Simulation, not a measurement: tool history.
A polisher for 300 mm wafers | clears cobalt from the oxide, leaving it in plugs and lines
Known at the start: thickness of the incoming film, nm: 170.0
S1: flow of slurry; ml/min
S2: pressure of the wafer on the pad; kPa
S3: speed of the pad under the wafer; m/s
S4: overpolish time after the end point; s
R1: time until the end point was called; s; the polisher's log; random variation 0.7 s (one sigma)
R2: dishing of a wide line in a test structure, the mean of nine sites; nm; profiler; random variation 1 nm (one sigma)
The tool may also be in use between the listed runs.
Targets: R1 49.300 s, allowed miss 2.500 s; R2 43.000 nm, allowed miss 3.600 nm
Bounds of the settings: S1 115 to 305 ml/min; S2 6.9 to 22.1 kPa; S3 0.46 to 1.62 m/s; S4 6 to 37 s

| run | hour | S1 | S2 | S3 | S4 | R1 | R2 |
|---|---|---|---|---|---|---|---|
| 1 | 0.0 | 195 | 14.5 | 1.04 | 19 | 26.509 | 66.199 |
| 2 | 8.3 | 195 | 12.4 | 1.00 | 17 | 31.265 | 58.080 |
| 3 | 11.8 | 195 | 12.4 | 1.00 | 9 | 31.099 | 37.670 |
| 4 | 20.3 | 195 | 12.4 | 1.00 | 17 | 30.812 | 60.921 |
| 5 | 22.3 | 195 | 9.0 | 1.00 | 17 | 38.290 | 49.687 |
| 6 | 29.2 | 195 | 8.3 | 0.96 | 17 | 40.434 | 47.705 |
| 7 | 33.8 | 195 | 7.6 | 0.92 | 17 | 44.726 | 45.581 |
| 8 | 36.0 | 195 | 7.6 | 0.90 | 17 | 46.062 | 45.266 |

4 next moves are on the table. One of them brings every result within its allowed miss. Which?
| A | 38.2 | 190 | 9.0 | 0.86 | 20 | ? | ? |
| B | 38.2 | 205 | 8.3 | 0.78 | 17 | ? | ? |
| C | 38.2 | 180 | 8.3 | 0.90 | 20 | ? | ? |
| D | 38.2 | 120 | 7.6 | 1.08 | 15 | ? | ? |

| move | R1 | R2 |
|---|---|---|
| A | 43.653 | 52.095 |
| B | 49.140 | 43.404 |
| C | 44.589 | 51.427 |
| D | 43.869 | 42.985 |
A: further off than the last run
B: meets every target
C: further off than the last run
D: further off than the last run
Answer: B
